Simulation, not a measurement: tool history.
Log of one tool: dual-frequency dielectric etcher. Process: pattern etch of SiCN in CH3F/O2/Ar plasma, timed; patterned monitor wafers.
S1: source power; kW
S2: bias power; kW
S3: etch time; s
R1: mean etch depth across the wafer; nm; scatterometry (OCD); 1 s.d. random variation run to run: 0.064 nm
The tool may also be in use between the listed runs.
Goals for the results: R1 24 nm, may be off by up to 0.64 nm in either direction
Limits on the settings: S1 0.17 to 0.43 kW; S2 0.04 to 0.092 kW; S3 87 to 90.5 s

run 1 day=0 | S1=0.3 S2=0.066 S3=87 | R1=27.393
run 2 day=0.208 | S1=0.29 S2=0.065 S3=87 | R1=26.92
run 3 day=0.483 | S1=0.25 S2=0.065 S3=87 | R1=25.589
run 4 day=0.792 | S1=0.25 S2=0.076 S3=87 | R1=26.849
run 5 day=0.988 | S1=0.27 S2=0.076 S3=87 | R1=27.735
run 6 day=1.017 | S1=0.26 S2=0.075 S3=87 | R1=27.192
run 7 day=1.075 | S1=0.25 S2=0.074 S3=87 | R1=26.822
run 8 day=1.229 | S1=0.24 S2=0.073 S3=87 | R1=26.28

Exercise: of the 4 proposed moves below, exactly one satisfies all targets within the stated allowed misses. Which move is it?
run A day=1.383 | S1=0.23 S2=0.07 S3=88 | R1=?
run B day=1.383 | S1=0.22 S2=0.07 S3=90.5 | R1=?
run C day=1.383 | S1=0.23 S2=0.079 S3=90 | R1=?
run D day=1.383 | S1=0.18 S2=0.068 S3=90.5 | R1=?

move=A R1=25.665
move=B R1=25.97
move=C R1=27.445
move=D R1=23.888
A: closer than the last run, but not yet in spec
B: closer than the last run, but not yet in spec
C: lands further from the targets than the last run did
D: every result within its allowed miss
Move D is the one to make.
